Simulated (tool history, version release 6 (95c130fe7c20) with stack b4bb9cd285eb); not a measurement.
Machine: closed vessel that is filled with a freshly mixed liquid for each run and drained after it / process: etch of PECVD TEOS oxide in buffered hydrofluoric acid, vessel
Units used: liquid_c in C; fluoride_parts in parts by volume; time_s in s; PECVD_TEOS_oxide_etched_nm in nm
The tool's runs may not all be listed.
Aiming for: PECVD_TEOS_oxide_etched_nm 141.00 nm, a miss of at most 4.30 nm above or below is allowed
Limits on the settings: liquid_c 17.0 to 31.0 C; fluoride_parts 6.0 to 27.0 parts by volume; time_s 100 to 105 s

run,hour,liquid_c,fluoride_parts,time_s,PECVD_TEOS_oxide_etched_nm
1,0.0,23.0,16.5,100,124.44
2,6.4,23.5,16.5,100,124.76
3,13.6,20.5,16.5,100,105.95
4,20.6,23.5,16.5,100,126.84
5,27.8,23.5,16.5,100,125.35
6,33.6,24.0,16.5,100,128.39
# hour 39.6: thermometer replaced
7,39.6,24.5,16.5,100,121.11
8,45.7,25.0,16.0,100,126.55

Pick the move, out of 5, that brings all results within their allowed miss; only one does.
A,51.8,26.0,18.0,105,?
B,51.8,22.5,16.5,100,?
C,51.8,25.0,18.0,100,?
D,51.8,24.0,16.5,100,?
E,51.8,26.0,16.0,105,?

move,PECVD_TEOS_oxide_etched_nm
A,125.24
B,107.35
C,112.98
D,116.56
E,140.62
A: lands further from the targets than the last run did
B: lands further from the targets than the last run did
C: lands further from the targets than the last run did
D: lands further from the targets than the last run did
E: hits every target within its allowed miss
Go with E: it meets all targets.
